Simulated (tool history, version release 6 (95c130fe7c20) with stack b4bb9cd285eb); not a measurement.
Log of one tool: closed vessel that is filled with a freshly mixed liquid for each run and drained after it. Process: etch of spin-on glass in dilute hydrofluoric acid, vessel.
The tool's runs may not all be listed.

| run | hour | temperature setpoint of the liquid (°C) | parts of water to one part of 49 % hydrofluoric acid (parts by volume) | time in the liquid (s) | thickness taken off the spin-on glass on a monitor wafer (Å) |
|---|---|---|---|---|---|
| 1 | 0 | 22 | 130 | 30 | 117.04 |
| 2 | 3.6 | 24.5 | 120 | 30 | 141.77 |
| 3 | 7.1 | 26 | 115 | 30 | 157.27 |
| 4 | 14.3 | 27 | 110 | 30 | 171.12 |
|  | 18.4 | thermometer replaced |
| 5 | 18.4 | 28 | 110 | 30 | 168.74 |
| 6 | 21.7 | 28 | 155 | 30 | 110.83 |

Run 7 comes next. What will it give?
| 7 | 26.4 | 28.5 | 140 | 30 | ? |

Run 7 gave thickness taken off the spin-on glass on a monitor wafer (Å) 128.84.
